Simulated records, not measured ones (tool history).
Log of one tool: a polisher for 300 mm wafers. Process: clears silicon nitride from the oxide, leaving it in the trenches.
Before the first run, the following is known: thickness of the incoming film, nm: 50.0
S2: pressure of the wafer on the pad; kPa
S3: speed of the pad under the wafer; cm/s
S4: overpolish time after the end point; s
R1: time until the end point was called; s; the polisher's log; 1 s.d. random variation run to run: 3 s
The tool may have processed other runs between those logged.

Run 1, hour 0: flow of slurry (ml/min) 295, S2 15.9 kPa, S3 92 cm/s, S4 44 s. Result: R1 101.75 s.
Run 2, hour 3: flow of slurry (ml/min) 295, S2 15.9 kPa, S3 92 cm/s, S4 44 s. Result: R1 98.743 s.
Run 3, hour 6.6: flow of slurry (ml/min) 295, S2 14.5 kPa, S3 88 cm/s, S4 44 s. Result: R1 114.55 s.
Run 4, hour 11.3: flow of slurry (ml/min) 295, S2 13.1 kPa, S3 84 cm/s, S4 44 s. Result: R1 134.64 s.
Run 5, hour 12.3: flow of slurry (ml/min) 295, S2 12.4 kPa, S3 82 cm/s, S4 44 s. Result: R1 143.18 s.
Run 6, hour 13.6: flow of slurry (ml/min) 295, S2 11.7 kPa, S3 80 cm/s, S4 44 s. Result: R1 154.2 s.
Run 7, hour 22.3: flow of slurry (ml/min) 295, S2 11 kPa, S3 78 cm/s, S4 44 s. Result: R1 164.77 s.
Run 8, hour 31: flow of slurry (ml/min) 295, S2 10.3 kPa, S3 76 cm/s, S4 44 s. Result: R1 179.54 s.
Run 9, hour 36.9: flow of slurry (ml/min) 295, S2 10.3 kPa, S3 76 cm/s, S4 44 s. Result: R1 179.22 s.
Run 10, hour 43.5: flow of slurry (ml/min) 290, S2 6.9 kPa, S3 68 cm/s, S4 44 s. Result: R1 294.76 s.
Run 11, hour 49.3: flow of slurry (ml/min) 290, S2 6.9 kPa, S3 68 cm/s, S4 44 s. Result: R1 291.14 s.
Run 12, hour 57.1: flow of slurry (ml/min) 295, S2 6.9 kPa, S3 68 cm/s, S4 44 s. Result: R1 286.75 s.

Run 13 is up next; what results do you expect?
Run 13, hour 65.4: flow of slurry (ml/min) 300, S2 6.9 kPa, S3 68 cm/s, S4 44 s. Result: R1 ?.

R1: 288.3 s

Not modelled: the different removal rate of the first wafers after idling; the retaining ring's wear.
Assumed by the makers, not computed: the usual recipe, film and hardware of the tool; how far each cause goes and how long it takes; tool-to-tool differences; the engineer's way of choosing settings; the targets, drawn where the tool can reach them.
